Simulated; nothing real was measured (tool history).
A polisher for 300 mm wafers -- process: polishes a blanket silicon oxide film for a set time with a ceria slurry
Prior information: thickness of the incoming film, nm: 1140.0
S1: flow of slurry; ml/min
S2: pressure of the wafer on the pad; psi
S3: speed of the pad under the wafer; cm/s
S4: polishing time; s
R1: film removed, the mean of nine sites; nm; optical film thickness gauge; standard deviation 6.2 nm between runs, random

run	hour	S1	S2	S3	S4	R1
1	0.0	210	3.8	86	104	420.68
2	7.3	210	3.8	86	109	442.45
3	10.5	210	3.8	86	104	414.17
4	11.8	210	2.9	86	104	330.71
5	18.7	170	2.9	86	104	320.19
6	25.8	170	2.9	86	109	328.24
7	32.4	190	3.3	86	109	384.84
8	35.3	200	3.6	86	109	418.08
9	36.6	210	3.9	86	109	456.99

Run 10, settings as shown, results not yet in. Your forecast:
10	40.3	220	4.1	86	109	?

Logged for run 10: R1 472.04 nm.
